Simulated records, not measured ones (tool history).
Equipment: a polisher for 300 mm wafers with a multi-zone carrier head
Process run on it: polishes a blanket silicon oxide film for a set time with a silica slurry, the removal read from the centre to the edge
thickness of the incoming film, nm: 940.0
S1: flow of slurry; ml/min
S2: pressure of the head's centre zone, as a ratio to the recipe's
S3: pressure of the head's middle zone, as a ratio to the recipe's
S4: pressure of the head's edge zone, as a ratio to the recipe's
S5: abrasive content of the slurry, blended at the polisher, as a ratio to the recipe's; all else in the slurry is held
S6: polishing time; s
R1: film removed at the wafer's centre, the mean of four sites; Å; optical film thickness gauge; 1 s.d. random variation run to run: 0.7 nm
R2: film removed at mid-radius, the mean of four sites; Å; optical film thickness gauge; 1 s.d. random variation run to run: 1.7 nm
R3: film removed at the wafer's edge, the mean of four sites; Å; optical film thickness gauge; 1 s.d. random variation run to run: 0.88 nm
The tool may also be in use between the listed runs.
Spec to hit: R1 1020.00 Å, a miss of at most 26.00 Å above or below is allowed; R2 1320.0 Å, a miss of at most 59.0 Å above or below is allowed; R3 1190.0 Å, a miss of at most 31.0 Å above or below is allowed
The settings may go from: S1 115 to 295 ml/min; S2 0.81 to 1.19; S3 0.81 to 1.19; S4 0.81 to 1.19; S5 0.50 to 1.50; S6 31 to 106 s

{"run": 1, "hour": 0.0, "S1": 190, "S2": 1.0, "S3": 1.0, "S4": 1.0, "S5": 1.0, "S6": 68, "R1": 1585.4, "R2": 1611.9, "R3": 1568.4}
{"run": 2, "hour": 7.3, "S1": 190, "S2": 1.04, "S3": 1.0, "S4": 1.0, "S5": 1.0, "S6": 68, "R1": 1616.3, "R2": 1591.2, "R3": 1588.5}
{"run": 3, "hour": 13.7, "S1": 175, "S2": 0.98, "S3": 1.02, "S4": 1.02, "S5": 0.9, "S6": 68, "R1": 1481.5, "R2": 1540.5, "R3": 1485.6}
{"run": 4, "hour": 19.5, "S1": 165, "S2": 0.94, "S3": 1.05, "S4": 1.06, "S5": 0.8, "S6": 66, "R1": 1274.5, "R2": 1428.7, "R3": 1390.7}
{"run": 5, "hour": 23.2, "S1": 160, "S2": 0.91, "S3": 1.06, "S4": 1.04, "S5": 0.75, "S6": 66, "R1": 1178.3, "R2": 1415.7, "R3": 1346.9}
{"run": 6, "hour": 31.4, "S1": 135, "S2": 0.91, "S3": 1.06, "S4": 1.04, "S5": 0.75, "S6": 66, "R1": 1154.9, "R2": 1359.3, "R3": 1309.3}
{"run": 7, "hour": 40.1, "S1": 130, "S2": 0.9, "S3": 1.06, "S4": 1.01, "S5": 0.75, "S6": 66, "R1": 1146.9, "R2": 1400.4, "R3": 1266.9}
{"run": 8, "hour": 48.8, "S1": 125, "S2": 0.88, "S3": 1.05, "S4": 1.0, "S5": 0.75, "S6": 66, "R1": 1102.5, "R2": 1353.1, "R3": 1280.7}
{"run": 9, "hour": 50.7, "S1": 130, "S2": 0.85, "S3": 1.09, "S4": 0.9, "S5": 0.65, "S6": 66, "R1": 1000.2, "R2": 1308.2, "R3": 1135.7}
{"run": 10, "hour": 53.7, "S1": 135, "S2": 0.85, "S3": 1.09, "S4": 0.91, "S5": 0.65, "S6": 66, "R1": 995.15, "R2": 1304.2, "R3": 1146.8}
{"run": 11, "hour": 59.1, "S1": 140, "S2": 0.85, "S3": 1.09, "S4": 0.92, "S5": 0.65, "S6": 66, "R1": 1018.3, "R2": 1333.2, "R3": 1147.8}
{"run": 12, "hour": 65.5, "S1": 140, "S2": 0.85, "S3": 1.08, "S4": 0.93, "S5": 0.65, "S6": 66, "R1": 1003.4, "R2": 1301.0, "R3": 1167.7}

Which single option among these 5 for the next run brings every result within its allowed miss of target? Just one does.
{"run": "A", "hour": 71.9, "S1": 115, "S2": 0.81, "S3": 1.09, "S4": 0.81, "S5": 0.5, "S6": 81, "R1": "?", "R2": "?", "R3": "?"}
{"run": "B", "hour": 71.9, "S1": 115, "S2": 0.82, "S3": 1.16, "S4": 0.88, "S5": 0.75, "S6": 64, "R1": "?", "R2": "?", "R3": "?"}
{"run": "C", "hour": 71.9, "S1": 135, "S2": 0.85, "S3": 1.09, "S4": 0.95, "S5": 0.6, "S6": 70, "R1": "?", "R2": "?", "R3": "?"}
{"run": "D", "hour": 71.9, "S1": 150, "S2": 0.83, "S3": 1.08, "S4": 0.96, "S5": 0.6, "S6": 67, "R1": "?", "R2": "?", "R3": "?"}
{"run": "E", "hour": 71.9, "S1": 150, "S2": 0.83, "S3": 0.96, "S4": 0.9, "S5": 0.5, "S6": 77, "R1": "?", "R2": "?", "R3": "?"}

move=A R1=993.37 R2=1376.8 R3=1119.4
move=B R1=990.76 R2=1429.8 R3=1142.5
move=C R1=1022.10 R2=1345.3 R3=1169.4
move=D R1=968.94 R2=1294.2 R3=1135.6
move=E R1=1003.80 R2=1214.7 R3=1144.5
A: lands further from the targets than the last run did
B: lands further from the targets than the last run did
C: every result within its allowed miss
D: lands further from the targets than the last run did
E: lands further from the targets than the last run did
Correct choice: C, which meets every target
